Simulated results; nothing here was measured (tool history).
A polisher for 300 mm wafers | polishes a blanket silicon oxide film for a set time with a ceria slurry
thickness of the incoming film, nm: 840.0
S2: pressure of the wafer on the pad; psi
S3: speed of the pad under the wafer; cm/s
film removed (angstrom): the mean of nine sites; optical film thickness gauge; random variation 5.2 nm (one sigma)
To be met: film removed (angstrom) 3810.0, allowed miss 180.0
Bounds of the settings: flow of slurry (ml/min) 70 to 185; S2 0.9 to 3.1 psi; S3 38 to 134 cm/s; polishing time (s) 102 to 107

run 1 day=0.000 | flow_of_slurry_(ml/min)=120 S2=2.0 S3=86 polishing_time_(s)=102 | film_removed_(angstrom)=2137.2
run 2 day=0.142 | flow_of_slurry_(ml/min)=120 S2=2.0 S3=102 polishing_time_(s)=102 | film_removed_(angstrom)=2390.2
run 3 day=0.304 | flow_of_slurry_(ml/min)=125 S2=2.3 S3=104 polishing_time_(s)=102 | film_removed_(angstrom)=2686.5
run 4 day=0.671 | flow_of_slurry_(ml/min)=125 S2=2.5 S3=104 polishing_time_(s)=102 | film_removed_(angstrom)=3018.4
run 5 day=1.025 | flow_of_slurry_(ml/min)=125 S2=2.1 S3=104 polishing_time_(s)=102 | film_removed_(angstrom)=2589.0
run 6 day=1.071 | flow_of_slurry_(ml/min)=130 S2=2.4 S3=106 polishing_time_(s)=102 | film_removed_(angstrom)=3011.6
run 7 day=1.358 | flow_of_slurry_(ml/min)=140 S2=2.5 S3=106 polishing_time_(s)=102 | film_removed_(angstrom)=3170.6
run 8 day=1.421 | flow_of_slurry_(ml/min)=145 S2=2.6 S3=106 polishing_time_(s)=102 | film_removed_(angstrom)=3276.3
run 9 day=1.583 | flow_of_slurry_(ml/min)=145 S2=2.7 S3=106 polishing_time_(s)=102 | film_removed_(angstrom)=3429.3
run 10 day=1.754 | flow_of_slurry_(ml/min)=145 S2=2.8 S3=106 polishing_time_(s)=102 | film_removed_(angstrom)=3541.3

Which of these 5 next moves meets every target?
run A day=1.925 | flow_of_slurry_(ml/min)=125 S2=2.6 S3=100 polishing_time_(s)=103 | film_removed_(angstrom)=?
run B day=1.925 | flow_of_slurry_(ml/min)=185 S2=2.6 S3=104 polishing_time_(s)=102 | film_removed_(angstrom)=?
run C day=1.925 | flow_of_slurry_(ml/min)=140 S2=3.1 S3=118 polishing_time_(s)=103 | film_removed_(angstrom)=?
run D day=1.925 | flow_of_slurry_(ml/min)=145 S2=2.8 S3=128 polishing_time_(s)=105 | film_removed_(angstrom)=?
run E day=1.925 | flow_of_slurry_(ml/min)=160 S2=2.7 S3=112 polishing_time_(s)=105 | film_removed_(angstrom)=?

move=A film_removed_(angstrom)=3087.2
move=B film_removed_(angstrom)=3443.0
move=C film_removed_(angstrom)=4215.9
move=D film_removed_(angstrom)=4148.7
move=E film_removed_(angstrom)=3744.5
A: further off than the last run
B: further off than the last run
C: takes the result that was furthest off past its target
D: takes the result that was furthest off past its target
E: meets every target
The right move is E.

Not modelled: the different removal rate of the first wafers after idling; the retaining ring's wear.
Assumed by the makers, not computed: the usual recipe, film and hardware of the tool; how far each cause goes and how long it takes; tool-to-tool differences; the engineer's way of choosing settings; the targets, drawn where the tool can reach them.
